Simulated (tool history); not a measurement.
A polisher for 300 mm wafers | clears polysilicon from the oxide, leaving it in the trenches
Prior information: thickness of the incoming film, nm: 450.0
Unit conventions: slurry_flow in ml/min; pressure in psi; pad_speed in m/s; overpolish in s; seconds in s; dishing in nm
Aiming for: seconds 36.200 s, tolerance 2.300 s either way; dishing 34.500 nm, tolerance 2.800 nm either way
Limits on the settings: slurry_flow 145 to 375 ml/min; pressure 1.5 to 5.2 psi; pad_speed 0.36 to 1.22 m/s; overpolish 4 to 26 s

Run 1, hour 0.0: slurry_flow 240 ml/min, pressure 3.3 psi, pad_speed 0.78 m/s, overpolish 13 s. Result: seconds 26.035 s, dishing 40.918 nm.
Run 2, hour 4.9: slurry_flow 240 ml/min, pressure 3.3 psi, pad_speed 0.94 m/s, overpolish 13 s. Result: seconds 21.445 s, dishing 40.480 nm.
Run 3, hour 12.7: slurry_flow 240 ml/min, pressure 3.3 psi, pad_speed 0.80 m/s, overpolish 13 s. Result: seconds 25.154 s, dishing 42.127 nm.
Run 4, hour 13.8: slurry_flow 240 ml/min, pressure 3.3 psi, pad_speed 0.80 m/s, overpolish 10 s. Result: seconds 25.154 s, dishing 39.665 nm.
Run 5, hour 19.9: slurry_flow 240 ml/min, pressure 3.3 psi, pad_speed 0.80 m/s, overpolish 6 s. Result: seconds 25.320 s, dishing 36.075 nm.
Run 6, hour 21.8: slurry_flow 240 ml/min, pressure 3.0 psi, pad_speed 0.80 m/s, overpolish 6 s. Result: seconds 27.372 s, dishing 37.032 nm.
Run 7, hour 26.5: slurry_flow 235 ml/min, pressure 2.8 psi, pad_speed 0.78 m/s, overpolish 5 s. Result: seconds 31.052 s, dishing 32.707 nm.
Run 8, hour 27.9: slurry_flow 240 ml/min, pressure 2.7 psi, pad_speed 0.76 m/s, overpolish 6 s. Result: seconds 33.184 s, dishing 34.689 nm.
Run 9, hour 31.1: slurry_flow 240 ml/min, pressure 2.6 psi, pad_speed 0.76 m/s, overpolish 6 s. Result: seconds 34.034 s, dishing 34.126 nm.

Which of these 5 next moves meets every target?
Run A, hour 34.3: slurry_flow 245 ml/min, pressure 2.2 psi, pad_speed 0.94 m/s, overpolish 4 s. Result: seconds ?, dishing ?.
Run B, hour 34.3: slurry_flow 280 ml/min, pressure 2.6 psi, pad_speed 0.72 m/s, overpolish 12 s. Result: seconds ?, dishing ?.
Run C, hour 34.3: slurry_flow 210 ml/min, pressure 2.9 psi, pad_speed 0.76 m/s, overpolish 6 s. Result: seconds ?, dishing ?.
Run D, hour 34.3: slurry_flow 320 ml/min, pressure 2.6 psi, pad_speed 0.70 m/s, overpolish 7 s. Result: seconds ?, dishing ?.
Run E, hour 34.3: slurry_flow 275 ml/min, pressure 2.3 psi, pad_speed 0.90 m/s, overpolish 4 s. Result: seconds ?, dishing ?.

move  seconds  dishing
   A   31.611   29.996
   B   34.458   41.154
   C   30.293   36.287
   D   35.012   36.400
   E   31.262   30.167
A: the biggest miss grows against the last run
B: puts the biggest miss on target and leaves a different result outside tolerance
C: the biggest miss grows against the last run
D: each result inside its tolerance
E: the biggest miss grows against the last run
D meets every target.
